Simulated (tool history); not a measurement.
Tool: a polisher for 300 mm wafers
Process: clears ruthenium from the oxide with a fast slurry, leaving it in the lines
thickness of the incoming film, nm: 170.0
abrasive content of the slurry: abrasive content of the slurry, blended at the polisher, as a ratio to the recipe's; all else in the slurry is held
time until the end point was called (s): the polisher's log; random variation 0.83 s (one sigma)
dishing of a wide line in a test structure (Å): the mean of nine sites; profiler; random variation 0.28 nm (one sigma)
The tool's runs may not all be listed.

run,day,flow of slurry (ml/min),pressure of the wafer on the pad (kPa),speed of the pad under the wafer (m/s),abrasive content of the slurry,overpolish time after the end point (s),time until the end point was called (s),dishing of a wide line in a test structure (Å)
1,0,190,11.7,1.26,1,14,44.404,390.24
2,0.025,190,13.8,1.26,1,14,39.053,461.59
3,0.171,190,12.4,1.26,1,14,42.384,404.9
4,0.433,190,11.7,1.26,1,13,44.383,368.46
5,0.742,190,13.8,1.26,1,13,37.861,430.33
6,1.021,190,13.8,1.26,1,9,38.301,299.34
7,1.279,190,13.1,1.26,1,9,38.642,287.95
8,1.429,190,12.4,1.26,1,9,41.607,283.76

Run 9 comes next. What will it give?
9,1.667,190,11.7,1.26,1,9,?,?

{"run 9": {"time until the end point was called (s)": 44.111, "dishing of a wide line in a test structure (Å)": 258.48}}
